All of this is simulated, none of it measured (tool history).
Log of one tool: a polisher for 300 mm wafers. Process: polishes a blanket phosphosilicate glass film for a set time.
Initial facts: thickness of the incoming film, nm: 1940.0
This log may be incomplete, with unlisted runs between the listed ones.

run,hour,flow of slurry (ml/min),pressure of the wafer on the pad (psi),speed of the pad under the wafer (m/s),abrasive content of the slurry,polishing time (s),film removed (Å)
1,0.0,245,2.8,1.14,1.00,84,5705.1
2,8.7,245,2.8,1.14,0.85,84,5093.6
3,10.0,245,2.8,1.14,0.65,84,4083.2
4,10.8,285,2.8,1.14,0.65,84,4147.7
# hour 15.5: slurry blender recalibrated
5,15.5,285,3.2,1.22,0.65,84,5503.6
6,16.2,285,3.2,1.22,0.65,84,5503.7
7,24.4,285,3.4,1.22,0.65,84,5779.5
8,24.9,290,3.6,1.24,0.65,84,6052.1
9,32.9,295,3.8,1.28,0.65,84,6587.2

Expected results for the next run?
10,35.3,300,3.9,1.32,0.65,84,?

{"run 10": {"film removed (Å)": 6701.3}}

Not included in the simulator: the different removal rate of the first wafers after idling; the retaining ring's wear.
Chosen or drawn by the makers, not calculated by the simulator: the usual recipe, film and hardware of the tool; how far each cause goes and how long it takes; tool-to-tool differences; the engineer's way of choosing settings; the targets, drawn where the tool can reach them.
